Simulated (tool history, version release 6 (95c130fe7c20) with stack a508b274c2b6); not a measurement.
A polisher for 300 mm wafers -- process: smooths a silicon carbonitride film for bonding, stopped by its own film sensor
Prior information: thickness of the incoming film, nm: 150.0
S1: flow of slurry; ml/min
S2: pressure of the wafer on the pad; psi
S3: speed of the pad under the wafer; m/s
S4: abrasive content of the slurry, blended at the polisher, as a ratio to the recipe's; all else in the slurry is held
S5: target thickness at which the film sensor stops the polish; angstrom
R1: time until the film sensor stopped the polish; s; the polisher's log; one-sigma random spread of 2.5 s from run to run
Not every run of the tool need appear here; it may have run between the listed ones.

run  hour   S1   S2    S3   S4    S5      R1
  1   0.0  290  1.7  0.72  1.0  1380  75.346
  2   8.6  290  1.6  0.68  1.0  1380  85.378
  3  10.5  290  1.5  0.66  1.0  1380  90.749
  4  18.7  290  1.4  0.64  1.0  1380  99.396
  5  22.8  290  1.4  0.78  1.0  1380  86.335
  6  25.0  290  1.3  0.74  1.0  1380  93.598

Run 7 is up next; what results do you expect?
  7  29.1  290  1.2  0.70  1.0  1380   ?

R1: 106.770 s
